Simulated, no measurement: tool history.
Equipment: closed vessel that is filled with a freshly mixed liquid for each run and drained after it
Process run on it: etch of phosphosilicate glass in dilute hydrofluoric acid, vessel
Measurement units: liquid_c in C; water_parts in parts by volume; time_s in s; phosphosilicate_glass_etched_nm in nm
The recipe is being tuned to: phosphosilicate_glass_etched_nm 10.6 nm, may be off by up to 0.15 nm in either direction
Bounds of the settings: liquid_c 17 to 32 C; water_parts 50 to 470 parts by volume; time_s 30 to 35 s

run	hour	liquid_c	water_parts	time_s	phosphosilicate_glass_etched_nm
1	0	24	260	35	9.126
2	8.7	24	195	35	13.018
3	14.9	24	195	35	13.015
4	23.2	21	195	35	11.598
5	31.9	21	195	30	9.9955
6	37.1	21	195	35	11.677
7	38.8	20	195	35	11.172
8	40.1	20	195	35	11.242
9	42.3	19.5	195	35	10.97

Of the 4 settings listed for the next run, only one would bring every result within its allowed miss of target. Which one?
A	44.5	18	185	35	?
B	44.5	19.5	170	30	?
C	44.5	21	205	35	?
D	44.5	20	180	30	?

move	phosphosilicate_glass_etched_nm
A	10.97
B	11.02
C	10.911
D	10.508
A: as far off as the last run
B: the biggest miss grows against the last run
C: gains on the last run, yet a result remains outside its allowed miss
D: hits every target within its allowed miss
So the answer is move D, the one that meets all the targets.
